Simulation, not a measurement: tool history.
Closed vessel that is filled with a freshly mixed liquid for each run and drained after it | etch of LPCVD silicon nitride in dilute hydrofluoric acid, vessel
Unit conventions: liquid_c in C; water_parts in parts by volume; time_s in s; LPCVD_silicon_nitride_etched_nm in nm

run	hour	liquid_c	water_parts	time_s	LPCVD_silicon_nitride_etched_nm
1	0	25	150	640	2.011
2	2.2	24.5	150	640	1.9622
3	8.9	28	150	640	2.4262
4	13	28	150	640	2.46
5	20.7	26.5	150	640	2.1956
6	24	29	150	640	2.5964
7	28.6	25	150	640	2.0173

The next listed run, before its measurement:
8	36.7	24.5	150	640	?

LPCVD_silicon_nitride_etched_nm: 1.9536 nm
